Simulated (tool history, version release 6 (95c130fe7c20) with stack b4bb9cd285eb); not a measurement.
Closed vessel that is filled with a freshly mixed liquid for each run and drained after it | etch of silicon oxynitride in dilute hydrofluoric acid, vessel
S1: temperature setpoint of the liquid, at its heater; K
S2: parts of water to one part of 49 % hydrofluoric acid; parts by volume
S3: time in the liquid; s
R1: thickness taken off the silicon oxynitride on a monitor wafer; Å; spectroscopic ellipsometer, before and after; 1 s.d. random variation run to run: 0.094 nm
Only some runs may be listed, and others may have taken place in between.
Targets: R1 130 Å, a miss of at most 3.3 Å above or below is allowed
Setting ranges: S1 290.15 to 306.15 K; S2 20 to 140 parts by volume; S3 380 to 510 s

run	hour	S1	S2	S3	R1
1	0	298.15	75	510	198.99
2	2.5	298.15	60	510	250.6
3	4	296.65	65	510	216.07
4	7.8	295.15	70	510	182.72
# hour 11.6: thermometer replaced
5	11.6	295.15	70	510	170.17
6	16.6	294.15	70	510	161.3
7	26.1	293.65	70	510	157.16
8	28	293.15	70	510	151.77

Which one of the following 4 next-run settings gets every result inside its allowed miss? There is exactly one.
A	29.9	294.65	80	445	?
B	29.9	291.65	60	395	?
C	29.9	294.65	90	500	?
D	29.9	293.15	80	475	?

move	R1
A	124.77
B	129.06
C	123.66
D	123.72
A: carries the result that was furthest off beyond its target, to the other side
B: all results land within tolerance of their targets
C: carries the result that was furthest off beyond its target, to the other side
D: carries the result that was furthest off beyond its target, to the other side
The move that meets every target is B.
